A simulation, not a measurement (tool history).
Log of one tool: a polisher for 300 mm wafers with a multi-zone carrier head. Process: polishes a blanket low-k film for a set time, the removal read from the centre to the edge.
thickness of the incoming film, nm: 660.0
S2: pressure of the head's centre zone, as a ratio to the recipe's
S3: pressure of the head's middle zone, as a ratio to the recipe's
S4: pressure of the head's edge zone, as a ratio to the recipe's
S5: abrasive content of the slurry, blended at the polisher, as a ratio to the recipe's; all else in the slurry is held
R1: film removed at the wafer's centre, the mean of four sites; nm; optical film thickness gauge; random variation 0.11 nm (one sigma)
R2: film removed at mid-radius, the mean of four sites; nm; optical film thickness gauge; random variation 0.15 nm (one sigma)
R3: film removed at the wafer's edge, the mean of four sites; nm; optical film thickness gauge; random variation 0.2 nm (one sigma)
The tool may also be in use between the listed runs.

Run 1, hour 0: flow of slurry (ml/min) 295, S2 1, S3 1, S4 1, S5 1, polishing time (s) 53. Result: R1 22.318 nm, R2 22.256 nm, R3 21.711 nm.
Run 2, hour 5.3: flow of slurry (ml/min) 295, S2 0.99, S3 1, S4 0.97, S5 0.9, polishing time (s) 52. Result: R1 20.337 nm, R2 20.291 nm, R3 20.142 nm.
Run 3, hour 9.3: flow of slurry (ml/min) 295, S2 0.99, S3 1.06, S4 0.97, S5 0.9, polishing time (s) 52. Result: R1 20.571 nm, R2 21.005 nm, R3 19.826 nm.
Run 4, hour 13.6: flow of slurry (ml/min) 365, S2 0.99, S3 1.06, S4 0.97, S5 0.9, polishing time (s) 52. Result: R1 21.124 nm, R2 21.668 nm, R3 20.426 nm.
Run 5, hour 17.9: flow of slurry (ml/min) 435, S2 0.99, S3 1.06, S4 0.97, S5 0.9, polishing time (s) 52. Result: R1 21.21 nm, R2 22.268 nm, R3 20.743 nm.
Run 6, hour 23.2: flow of slurry (ml/min) 435, S2 0.92, S3 1.06, S4 0.97, S5 0.9, polishing time (s) 52. Result: R1 19.508 nm, R2 22.026 nm, R3 20.856 nm.
Run 7, hour 32.1: flow of slurry (ml/min) 430, S2 0.92, S3 1.06, S4 0.94, S5 0.85, polishing time (s) 51. Result: R1 18.708 nm, R2 20.786 nm, R3 19.328 nm.
Run 8, hour 40.5: flow of slurry (ml/min) 360, S2 0.87, S3 1.03, S4 0.84, S5 0.6, polishing time (s) 51. Result: R1 13.189 nm, R2 15.303 nm, R3 13.906 nm.
Run 9, hour 41.3: flow of slurry (ml/min) 370, S2 0.88, S3 1.03, S4 0.84, S5 0.6, polishing time (s) 51. Result: R1 13.633 nm, R2 15.366 nm, R3 13.711 nm.
Run 10, hour 49.2: flow of slurry (ml/min) 380, S2 0.89, S3 1.03, S4 0.84, S5 0.6, polishing time (s) 51. Result: R1 13.569 nm, R2 15.424 nm, R3 14.26 nm.
Run 11, hour 54.2: flow of slurry (ml/min) 375, S2 0.91, S3 1.04, S4 0.84, S5 0.6, polishing time (s) 51. Result: R1 14.05 nm, R2 15.573 nm, R3 13.731 nm.
Run 12, hour 57.8: flow of slurry (ml/min) 380, S2 0.91, S3 1.04, S4 0.84, S5 0.6, polishing time (s) 51. Result: R1 13.973 nm, R2 15.383 nm, R3 13.977 nm.
Run 13, hour 62: flow of slurry (ml/min) 385, S2 0.92, S3 1.05, S4 0.84, S5 0.6, polishing time (s) 51. Result: R1 14.242 nm, R2 15.61 nm, R3 14.196 nm.
Run 14, hour 64.3: flow of slurry (ml/min) 385, S2 0.93, S3 1.06, S4 0.84, S5 0.6, polishing time (s) 51. Result: R1 14.247 nm, R2 15.987 nm, R3 13.468 nm.
Run 15, hour 72.5: flow of slurry (ml/min) 410, S2 0.95, S3 1.03, S4 0.88, S5 0.65, polishing time (s) 51. Result: R1 15.902 nm, R2 16.648 nm, R3 15.249 nm.
Run 16, hour 79.4: flow of slurry (ml/min) 400, S2 0.95, S3 1.03, S4 0.87, S5 0.65, polishing time (s) 51. Result: R1 15.738 nm, R2 16.814 nm, R3 14.992 nm.
Run 17, hour 83.7: flow of slurry (ml/min) 390, S2 0.95, S3 1.03, S4 0.86, S5 0.65, polishing time (s) 51. Result: R1 15.719 nm, R2 16.621 nm, R3 15.152 nm.
Run 18, hour 87.6: flow of slurry (ml/min) 380, S2 0.95, S3 1.03, S4 0.85, S5 0.65, polishing time (s) 51. Result: R1 15.707 nm, R2 16.542 nm, R3 15.055 nm.

Run 19 comes next. What will it give?
Run 19, hour 93.6: flow of slurry (ml/min) 355, S2 0.93, S3 1.05, S4 0.81, S5 0.55, polishing time (s) 51. Result: R1 ?, R2 ?, R3 ?.

R1: 13.026 nm
R2: 14.342 nm
R3: 12.475 nm
